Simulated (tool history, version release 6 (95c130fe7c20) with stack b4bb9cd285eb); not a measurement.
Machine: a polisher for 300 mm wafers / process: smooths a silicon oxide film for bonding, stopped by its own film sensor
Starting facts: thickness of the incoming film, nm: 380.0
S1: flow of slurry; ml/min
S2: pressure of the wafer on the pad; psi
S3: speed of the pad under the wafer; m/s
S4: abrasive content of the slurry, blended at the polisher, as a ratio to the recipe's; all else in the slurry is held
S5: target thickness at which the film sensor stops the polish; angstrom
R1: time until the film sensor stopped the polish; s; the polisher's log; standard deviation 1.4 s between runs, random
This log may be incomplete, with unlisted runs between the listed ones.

| run | hour | S1 | S2 | S3 | S4 | S5 | R1 |
|---|---|---|---|---|---|---|---|
| 1 | 0 | 195 | 1.6 | 1.04 | 1 | 3450 | 63.091 |
| 2 | 3.5 | 195 | 1.5 | 1.04 | 1 | 3450 | 67.37 |
| 3 | 9 | 175 | 1.5 | 1.04 | 1 | 3450 | 66.87 |
| 4 | 17.8 | 215 | 1.5 | 1.04 | 1 | 3450 | 64.645 |
| 5 | 24.9 | 215 | 1.5 | 1.2 | 1 | 3450 | 58.871 |
| 6 | 32.4 | 215 | 1.3 | 1.2 | 1 | 3450 | 68.697 |

Run 7 is up next; what results do you expect?
| 7 | 41 | 215 | 1.3 | 1.2 | 1 | 3450 | ? |

R1: 67.132 s

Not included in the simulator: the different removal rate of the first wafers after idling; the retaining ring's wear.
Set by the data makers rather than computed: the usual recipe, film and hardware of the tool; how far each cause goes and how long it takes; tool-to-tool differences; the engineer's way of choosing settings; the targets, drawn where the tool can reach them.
